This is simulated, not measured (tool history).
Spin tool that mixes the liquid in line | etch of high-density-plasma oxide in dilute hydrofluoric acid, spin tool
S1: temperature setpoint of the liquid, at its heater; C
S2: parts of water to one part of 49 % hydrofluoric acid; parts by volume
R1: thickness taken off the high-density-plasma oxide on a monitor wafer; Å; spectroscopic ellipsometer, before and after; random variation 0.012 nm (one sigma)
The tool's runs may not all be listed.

Run 1, hour 0.0: S1 22.0 C, S2 95 parts by volume, time under the liquid (s) 90. Result: R1 46.817 Å.
Run 2, hour 4.0: S1 25.0 C, S2 95 parts by volume, time under the liquid (s) 90. Result: R1 52.641 Å.
Run 3, hour 8.6: S1 24.0 C, S2 100 parts by volume, time under the liquid (s) 90. Result: R1 47.833 Å.
Run 4, hour 10.1: S1 24.0 C, S2 115 parts by volume, time under the liquid (s) 90. Result: R1 40.600 Å.
Run 5, hour 12.4: S1 23.0 C, S2 115 parts by volume, time under the liquid (s) 90. Result: R1 39.117 Å.
Run 6, hour 16.2: S1 22.0 C, S2 115 parts by volume, time under the liquid (s) 90. Result: R1 37.652 Å.
Run 7, hour 17.2: S1 21.5 C, S2 115 parts by volume, time under the liquid (s) 90. Result: R1 36.817 Å.

Run 8 comes next. What will it give?
Run 8, hour 20.8: S1 21.0 C, S2 115 parts by volume, time under the liquid (s) 90. Result: R1 ?.

{"run 8": {"R1": 35.933}}

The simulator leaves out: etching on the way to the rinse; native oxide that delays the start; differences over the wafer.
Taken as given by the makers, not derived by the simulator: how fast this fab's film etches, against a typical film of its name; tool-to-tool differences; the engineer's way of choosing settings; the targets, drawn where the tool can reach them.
